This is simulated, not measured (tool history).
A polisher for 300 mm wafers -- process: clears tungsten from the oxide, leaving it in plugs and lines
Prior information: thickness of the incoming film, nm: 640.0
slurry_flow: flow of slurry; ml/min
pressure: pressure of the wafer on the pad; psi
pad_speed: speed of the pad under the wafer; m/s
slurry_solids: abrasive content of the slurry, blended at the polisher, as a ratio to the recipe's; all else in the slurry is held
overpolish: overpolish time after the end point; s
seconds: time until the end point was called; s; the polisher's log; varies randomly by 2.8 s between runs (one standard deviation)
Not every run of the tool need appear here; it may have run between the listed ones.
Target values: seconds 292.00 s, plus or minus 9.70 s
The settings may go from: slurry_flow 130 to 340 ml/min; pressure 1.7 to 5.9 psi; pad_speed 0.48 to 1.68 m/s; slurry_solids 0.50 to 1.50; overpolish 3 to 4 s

run    day  slurry_flow  pressure  pad_speed  slurry_solids  overpolish  seconds
  1  0.000          220       3.8       1.08           1.00           4   151.63
  2  0.188          220       3.8       1.08           1.00           4   152.54
  3  0.483          220       3.8       1.08           1.10           4   145.95
  4  0.521          220       3.6       1.06           1.10           4   159.25
  5  0.704          245       3.6       1.06           1.10           4   156.46
  6  0.817          215       3.6       1.06           1.10           4   159.37
  7  1.000          205       2.6       0.94           1.10           4   248.59
  8  1.296          205       2.5       0.94           1.10           4   252.44

4 next moves are on the table. One of them brings every result within its allowed miss. Which?
  A  1.592          170       2.4       0.88           1.05           4        ?
  B  1.592          190       2.8       0.84           0.90           4        ?
  C  1.592          225       2.0       0.92           1.20           4        ?
  D  1.592          265       2.7       0.82           0.85           3        ?

move  seconds
   A   293.34
   B   269.56
   C   309.40
   D   276.65
A: all results land within tolerance of their targets
B: an improvement on the last run, though not all results are within tolerance
C: carries the result that was furthest off beyond its target, to the other side
D: an improvement on the last run, though not all results are within tolerance
Move A is the one to make.

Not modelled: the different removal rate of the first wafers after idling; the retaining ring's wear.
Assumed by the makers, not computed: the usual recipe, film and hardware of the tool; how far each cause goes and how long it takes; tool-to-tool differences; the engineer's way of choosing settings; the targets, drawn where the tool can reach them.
